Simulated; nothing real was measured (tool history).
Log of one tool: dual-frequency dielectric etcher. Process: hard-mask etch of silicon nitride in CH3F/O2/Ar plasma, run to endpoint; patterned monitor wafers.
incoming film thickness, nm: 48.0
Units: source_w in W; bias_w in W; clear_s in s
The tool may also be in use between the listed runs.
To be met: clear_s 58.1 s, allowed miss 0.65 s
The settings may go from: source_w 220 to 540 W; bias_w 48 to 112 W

| run | hour | source_w | bias_w | clear_s |
|---|---|---|---|---|
| 1 | 0 | 380 | 80 | 65.905 |
| 2 | 2.1 | 380 | 69 | 68.365 |
| 3 | 9.8 | 340 | 69 | 71.208 |
| 4 | 14.9 | 380 | 70 | 68.324 |
| 5 | 19.5 | 410 | 71 | 66.308 |
| 6 | 27.9 | 470 | 71 | 62.917 |
| 7 | 33.2 | 480 | 72 | 62.432 |
| 8 | 37.2 | 490 | 73 | 61.513 |
| 9 | 40.8 | 500 | 74 | 60.534 |
| 10 | 47.4 | 510 | 74 | 60.321 |
| 11 | 55.5 | 520 | 75 | 59.901 |
| 12 | 58.6 | 520 | 76 | 59.735 |
| 13 | 63.9 | 520 | 77 | 59.202 |

Which of these 5 next moves meets every target?
| A | 69.2 | 500 | 78 | ? |
| B | 69.2 | 490 | 80 | ? |
| C | 69.2 | 520 | 76 | ? |
| D | 69.2 | 460 | 84 | ? |
| E | 69.2 | 470 | 91 | ? |

| move | clear_s |
|---|---|
| A | 59.842 |
| B | 59.811 |
| C | 59.47 |
| D | 60.253 |
| E | 58.3 |
A: further off than the last run
B: further off than the last run
C: further off than the last run
D: further off than the last run
E: meets every target
The right move is E.
